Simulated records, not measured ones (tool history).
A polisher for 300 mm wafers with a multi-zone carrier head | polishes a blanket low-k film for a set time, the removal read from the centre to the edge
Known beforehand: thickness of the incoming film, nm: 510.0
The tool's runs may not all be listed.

run  hour  flow of slurry (ml/min)  pressure of the head's centre zone  pressure of the head's middle zone  pressure of the head's edge zone  abrasive content of the slurry  polishing time (s)  film removed at the wafer's centre (nm)  film removed at mid-radius (nm)  film removed at the wafer's edge (nm)
  1   0.0                      250                                1.00                                1.00                              1.00                            1.00                  88                                   27.976                           27.682                                 27.821
  2   9.0                      250                                0.99                                0.99                              1.00                            1.00                  88                                   27.044                           27.707                                 27.899
  3  11.5                      250                                1.03                                0.99                              1.00                            1.00                  88                                   29.014                           27.438                                 27.125
  4  18.5                      250                                1.03                                0.99                              1.00                            1.00                  99                                   32.417                           31.504                                 30.967
  5  21.3                      250                                1.02                                0.98                              0.99                            0.95                  99                                   30.662                           29.863                                 30.185
  6  23.0                      250                                1.02                                0.97                              0.98                            0.95                  99                                   31.071                           29.561                                 29.707
  7  31.4                      250                                1.02                                0.97                              0.98                            0.95                  99                                   30.442                           29.934                                 29.976
  8  39.3                      250                                1.02                                0.96                              0.97                            0.95                  99                                   31.414                           28.725                                 29.578
  9  45.0                      250                                1.01                                0.96                              0.96                            0.95                  99                                   29.807                           28.901                                 29.773

The next listed run, before its measurement:
 10  46.0                      250                                1.01                                0.96                              0.95                            0.95                  99                                        ?                                ?                                      ?

film removed at the wafer's centre (nm): 30.196
film removed at mid-radius (nm): 29.668
film removed at the wafer's edge (nm): 29.116

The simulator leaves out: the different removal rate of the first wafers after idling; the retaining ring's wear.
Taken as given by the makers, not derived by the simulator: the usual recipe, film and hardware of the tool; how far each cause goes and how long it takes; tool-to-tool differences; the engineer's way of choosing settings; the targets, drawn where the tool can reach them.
